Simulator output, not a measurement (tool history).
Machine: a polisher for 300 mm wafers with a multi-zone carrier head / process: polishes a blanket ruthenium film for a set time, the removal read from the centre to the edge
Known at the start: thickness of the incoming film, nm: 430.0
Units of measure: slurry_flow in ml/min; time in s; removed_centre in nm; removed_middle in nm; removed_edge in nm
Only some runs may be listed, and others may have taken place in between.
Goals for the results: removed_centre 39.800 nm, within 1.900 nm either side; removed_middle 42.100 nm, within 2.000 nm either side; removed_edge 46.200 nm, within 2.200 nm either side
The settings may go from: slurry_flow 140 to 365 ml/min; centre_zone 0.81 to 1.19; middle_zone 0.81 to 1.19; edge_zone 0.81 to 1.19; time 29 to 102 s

run 1 hour=0.0 | slurry_flow=235 centre_zone=1.00 middle_zone=1.00 edge_zone=1.00 time=65 | removed_centre=66.436 removed_middle=61.961 removed_edge=62.310
run 2 hour=8.7 | slurry_flow=235 centre_zone=1.00 middle_zone=1.00 edge_zone=1.00 time=78 | removed_centre=78.111 removed_middle=77.719 removed_edge=77.288
run 3 hour=17.7 | slurry_flow=235 centre_zone=0.95 middle_zone=1.00 edge_zone=1.00 time=78 | removed_centre=77.156 removed_middle=76.238 removed_edge=76.610
run 4 hour=21.8 | slurry_flow=235 centre_zone=0.95 middle_zone=1.00 edge_zone=1.00 time=89 | removed_centre=87.068 removed_middle=86.778 removed_edge=88.139
run 5 hour=25.6 | slurry_flow=215 centre_zone=0.91 middle_zone=1.01 edge_zone=1.05 time=76 | removed_centre=70.792 removed_middle=76.683 removed_edge=75.633
run 6 hour=27.4 | slurry_flow=205 centre_zone=0.88 middle_zone=0.98 edge_zone=1.07 time=67 | removed_centre=60.875 removed_middle=64.269 removed_edge=66.637
-- hour=32.4 centre zone pressure recalibrated
run 7 hour=32.4 | slurry_flow=205 centre_zone=0.88 middle_zone=0.98 edge_zone=1.07 time=67 | removed_centre=56.440 removed_middle=61.352 removed_edge=67.056
run 8 hour=36.1 | slurry_flow=205 centre_zone=0.87 middle_zone=0.97 edge_zone=1.03 time=62 | removed_centre=50.324 removed_middle=58.012 removed_edge=60.140
run 9 hour=39.8 | slurry_flow=210 centre_zone=0.89 middle_zone=0.94 edge_zone=1.00 time=59 | removed_centre=49.947 removed_middle=54.427 removed_edge=56.610
run 10 hour=48.7 | slurry_flow=210 centre_zone=0.89 middle_zone=0.92 edge_zone=0.99 time=56 | removed_centre=47.515 removed_middle=49.507 removed_edge=53.653
run 11 hour=53.5 | slurry_flow=210 centre_zone=0.88 middle_zone=0.90 edge_zone=0.96 time=55 | removed_centre=45.817 removed_middle=48.042 removed_edge=52.752
run 12 hour=56.3 | slurry_flow=210 centre_zone=0.88 middle_zone=0.90 edge_zone=0.96 time=55 | removed_centre=44.684 removed_middle=48.952 removed_edge=53.711
run 13 hour=57.2 | slurry_flow=210 centre_zone=0.89 middle_zone=0.90 edge_zone=0.95 time=53 | removed_centre=44.975 removed_middle=47.840 removed_edge=50.522
run 14 hour=60.4 | slurry_flow=210 centre_zone=0.89 middle_zone=0.89 edge_zone=0.94 time=52 | removed_centre=42.765 removed_middle=46.121 removed_edge=48.109

Next run, 5 choices. One meets every target within its allowed miss, the rest don't. Which?
run A hour=63.6 | slurry_flow=255 centre_zone=1.01 middle_zone=0.89 edge_zone=0.91 time=48 | removed_centre=? removed_middle=? removed_edge=?
run B hour=63.6 | slurry_flow=165 centre_zone=0.85 middle_zone=0.86 edge_zone=0.94 time=45 | removed_centre=? removed_middle=? removed_edge=?
run C hour=63.6 | slurry_flow=240 centre_zone=0.99 middle_zone=0.92 edge_zone=0.99 time=41 | removed_centre=? removed_middle=? removed_edge=?
run D hour=63.6 | slurry_flow=195 centre_zone=0.84 middle_zone=0.95 edge_zone=0.99 time=46 | removed_centre=? removed_middle=? removed_edge=?
run E hour=63.6 | slurry_flow=145 centre_zone=0.85 middle_zone=0.85 edge_zone=0.86 time=54 | removed_centre=? removed_middle=? removed_edge=?

move=A removed_centre=46.815 removed_middle=43.352 removed_edge=45.282
move=B removed_centre=34.089 removed_middle=36.863 removed_edge=40.936
move=C removed_centre=38.862 removed_middle=37.770 removed_edge=39.993
move=D removed_centre=35.690 removed_middle=42.230 removed_edge=43.827
move=E removed_centre=39.576 removed_middle=42.561 removed_edge=46.192
A: gets the furthest-off result to its target, but another result is out of tolerance
B: carries the result that was furthest off beyond its target, to the other side
C: carries the result that was furthest off beyond its target, to the other side
D: gets the furthest-off result to its target, but another result is out of tolerance
E: all results land within tolerance of their targets
Move E is the one to make.

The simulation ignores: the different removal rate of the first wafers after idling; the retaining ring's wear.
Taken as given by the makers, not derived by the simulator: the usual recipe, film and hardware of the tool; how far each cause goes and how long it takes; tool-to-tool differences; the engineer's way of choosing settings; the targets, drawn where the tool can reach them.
